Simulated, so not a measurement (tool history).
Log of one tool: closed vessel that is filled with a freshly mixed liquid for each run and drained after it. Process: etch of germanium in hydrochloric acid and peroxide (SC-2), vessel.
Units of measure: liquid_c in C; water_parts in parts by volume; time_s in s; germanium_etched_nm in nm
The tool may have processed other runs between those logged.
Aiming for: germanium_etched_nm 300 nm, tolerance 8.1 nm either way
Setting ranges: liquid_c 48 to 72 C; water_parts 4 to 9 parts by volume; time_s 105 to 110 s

run	hour	liquid_c	water_parts	time_s	germanium_etched_nm
1	0	64	5	105	433.26
2	4.4	64	5	105	433.34
3	10.4	62	5	105	407.63
4	15.3	60.5	5	105	385.68
5	21.2	60.5	5	105	392.71
6	27.5	59	5	105	374.58
7	33	58	5	105	361.05
8	35.6	57	5	105	354.37
9	39.8	57	5	105	348.18
10	45.4	56.5	5	105	347.54
11	54.2	55.5	5	105	332.7
12	59.2	55	5	105	332.79
13	64.3	54.5	5	105	323.73
14	72.4	54	5	105	317.95
15	80.3	53.5	5	105	315.05
16	83.5	53	5	105	310.1

5 candidate next runs follow, results not yet known. Just one meets every target within its allowed miss. Identify it.
A	86.7	52.5	5.5	110	?
B	86.7	54.5	6.5	105	?
C	86.7	53.5	4.5	105	?
D	86.7	50.5	5	110	?
E	86.7	53.5	7	110	?

move	germanium_etched_nm
A	320.25
B	322.71
C	317.12
D	301.68
E	326.51
A: its largest miss is bigger than the last run's
B: its largest miss is bigger than the last run's
C: its largest miss is bigger than the last run's
D: all results in spec
E: its largest miss is bigger than the last run's
D is the move that brings every result within its allowed miss.
